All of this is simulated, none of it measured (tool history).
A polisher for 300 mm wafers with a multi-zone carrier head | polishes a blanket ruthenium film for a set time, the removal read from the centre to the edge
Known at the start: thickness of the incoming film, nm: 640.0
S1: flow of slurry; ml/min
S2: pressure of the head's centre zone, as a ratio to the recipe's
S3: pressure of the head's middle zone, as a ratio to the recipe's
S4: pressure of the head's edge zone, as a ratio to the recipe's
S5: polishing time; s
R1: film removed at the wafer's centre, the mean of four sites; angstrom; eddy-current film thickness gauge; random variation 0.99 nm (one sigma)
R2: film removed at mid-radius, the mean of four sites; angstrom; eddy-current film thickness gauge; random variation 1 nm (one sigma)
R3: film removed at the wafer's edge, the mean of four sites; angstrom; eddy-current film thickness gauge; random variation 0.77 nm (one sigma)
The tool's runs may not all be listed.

run	hour	S1	S2	S3	S4	S5	R1	R2	R3
1	0.0	260	1.00	1.00	1.00	64	636.28	641.69	651.37
2	1.5	260	1.00	0.95	1.00	64	646.00	596.54	653.39
3	7.2	260	0.99	0.97	1.02	66	641.27	637.23	687.19
4	12.1	265	1.00	0.99	1.04	67	656.15	656.73	695.27
5	20.3	265	1.00	0.99	1.04	53	523.53	524.23	558.35
6	25.0	320	1.00	0.99	1.04	53	535.42	531.66	558.40
7	29.6	320	1.00	1.00	1.05	56	570.62	565.20	594.95
8	36.0	315	0.99	1.01	1.06	59	589.93	607.41	630.75
9	41.8	315	0.99	1.02	1.07	61	625.35	635.56	655.17
10	48.7	315	0.98	1.03	1.08	63	625.60	649.51	674.38
11	50.7	310	0.97	1.04	1.08	65	633.81	673.78	698.21
12	53.0	305	0.97	1.05	1.09	67	666.54	690.61	733.21
13	61.1	310	0.96	1.07	1.09	69	671.90	713.62	747.53
14	62.5	315	0.95	1.08	1.09	71	683.63	758.79	763.58
15	69.0	315	0.95	1.09	1.10	72	688.60	765.21	772.40
16	73.3	315	0.95	1.10	1.11	73	690.70	792.06	804.46
17	78.6	315	0.95	1.11	1.11	74	727.27	815.56	808.61

Run 18 comes next. What will it give?
18	87.2	315	0.95	1.12	1.12	75	?	?	?

{"run 18": {"R1": 717.29, "R2": 832.54, "R3": 825.15}}
